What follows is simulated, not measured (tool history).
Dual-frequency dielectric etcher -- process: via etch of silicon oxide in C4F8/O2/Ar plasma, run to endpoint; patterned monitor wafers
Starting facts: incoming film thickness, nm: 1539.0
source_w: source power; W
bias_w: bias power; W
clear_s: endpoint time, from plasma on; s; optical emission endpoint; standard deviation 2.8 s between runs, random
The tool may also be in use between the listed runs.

{"run": 1, "hour": 0.0, "source_w": 2290, "bias_w": 2725, "clear_s": 256.33}
{"run": 2, "hour": 7.2, "source_w": 2430, "bias_w": 2725, "clear_s": 245.57}
{"run": 3, "hour": 10.7, "source_w": 2180, "bias_w": 2578, "clear_s": 269.93}
{"run": 4, "hour": 11.4, "source_w": 2000, "bias_w": 2520, "clear_s": 281.09}
{"run": 5, "hour": 12.5, "source_w": 2180, "bias_w": 2520, "clear_s": 262.8}
{"run": 6, "hour": 16.4, "source_w": 1980, "bias_w": 2626, "clear_s": 276.26}

Forecast run 7:
{"run": 7, "hour": 22.5, "source_w": 1830, "bias_w": 2490, "clear_s": "?"}

clear_s: 293.22 s
